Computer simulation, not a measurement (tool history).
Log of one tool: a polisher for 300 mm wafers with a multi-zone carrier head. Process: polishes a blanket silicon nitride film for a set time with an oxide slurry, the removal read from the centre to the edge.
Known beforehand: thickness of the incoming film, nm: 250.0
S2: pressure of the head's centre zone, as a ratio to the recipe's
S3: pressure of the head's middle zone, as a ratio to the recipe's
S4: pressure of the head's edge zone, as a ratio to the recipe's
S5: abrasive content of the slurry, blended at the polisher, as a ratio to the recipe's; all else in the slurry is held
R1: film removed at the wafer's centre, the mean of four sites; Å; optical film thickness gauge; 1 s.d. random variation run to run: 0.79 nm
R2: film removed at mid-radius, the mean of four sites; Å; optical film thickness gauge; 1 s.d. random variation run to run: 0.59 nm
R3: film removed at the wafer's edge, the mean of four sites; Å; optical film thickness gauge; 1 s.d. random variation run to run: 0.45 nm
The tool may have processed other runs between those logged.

{"run": 1, "hour": 0.0, "flow of slurry (ml/min)": 130, "S2": 1.0, "S3": 1.0, "S4": 1.0, "S5": 1.0, "polishing time (s)": 72, "R1": 421.84, "R2": 420.59, "R3": 404.11}
{"run": 2, "hour": 6.4, "flow of slurry (ml/min)": 130, "S2": 1.0, "S3": 1.0, "S4": 1.0, "S5": 1.2, "polishing time (s)": 72, "R1": 452.36, "R2": 454.32, "R3": 441.22}
{"run": 3, "hour": 10.4, "flow of slurry (ml/min)": 130, "S2": 1.0, "S3": 1.0, "S4": 1.0, "S5": 1.2, "polishing time (s)": 63, "R1": 392.18, "R2": 383.87, "R3": 387.96}
{"run": 4, "hour": 18.8, "flow of slurry (ml/min)": 105, "S2": 1.0, "S3": 1.0, "S4": 1.0, "S5": 1.2, "polishing time (s)": 63, "R1": 362.96, "R2": 363.37, "R3": 366.12}
{"run": 5, "hour": 26.6, "flow of slurry (ml/min)": 105, "S2": 1.0, "S3": 1.0, "S4": 1.0, "S5": 1.4, "polishing time (s)": 63, "R1": 385.98, "R2": 394.98, "R3": 399.29}
{"run": 6, "hour": 27.6, "flow of slurry (ml/min)": 115, "S2": 1.01, "S3": 0.98, "S4": 1.02, "S5": 1.4, "polishing time (s)": 63, "R1": 399.01, "R2": 400.88, "R3": 406.99}
{"run": 7, "hour": 30.3, "flow of slurry (ml/min)": 125, "S2": 1.03, "S3": 0.96, "S4": 1.04, "S5": 1.4, "polishing time (s)": 63, "R1": 422.17, "R2": 399.44, "R3": 414.17}
{"run": 8, "hour": 31.7, "flow of slurry (ml/min)": 135, "S2": 1.03, "S3": 0.94, "S4": 1.06, "S5": 1.4, "polishing time (s)": 63, "R1": 419.78, "R2": 398.74, "R3": 419.45}
{"run": 9, "hour": 38.8, "flow of slurry (ml/min)": 140, "S2": 1.04, "S3": 0.92, "S4": 1.08, "S5": 1.4, "polishing time (s)": 64, "R1": 439.27, "R2": 410.43, "R3": 446.62}
{"run": 10, "hour": 45.4, "flow of slurry (ml/min)": 145, "S2": 1.05, "S3": 0.91, "S4": 1.09, "S5": 1.4, "polishing time (s)": 64, "R1": 445.39, "R2": 393.59, "R3": 442.77}
{"run": 11, "hour": 48.1, "flow of slurry (ml/min)": 150, "S2": 1.06, "S3": 0.91, "S4": 1.1, "S5": 1.4, "polishing time (s)": 64, "R1": 463.91, "R2": 411.59, "R3": 444.06}
{"run": 12, "hour": 53.4, "flow of slurry (ml/min)": 155, "S2": 1.06, "S3": 0.9, "S4": 1.11, "S5": 1.4, "polishing time (s)": 64, "R1": 459.92, "R2": 404.47, "R3": 449.24}
{"run": 13, "hour": 60.7, "flow of slurry (ml/min)": 160, "S2": 1.07, "S3": 0.89, "S4": 1.12, "S5": 1.4, "polishing time (s)": 64, "R1": 464.7, "R2": 397.79, "R3": 449.53}

Run 14, settings as shown, results not yet in. Your forecast:
{"run": 14, "hour": 62.8, "flow of slurry (ml/min)": 160, "S2": 1.08, "S3": 0.89, "S4": 1.13, "S5": 1.4, "polishing time (s)": 65, "R1": "?", "R2": "?", "R3": "?"}

{"run 14": {"R1": 474.62, "R2": 404.72, "R3": 468.94}}
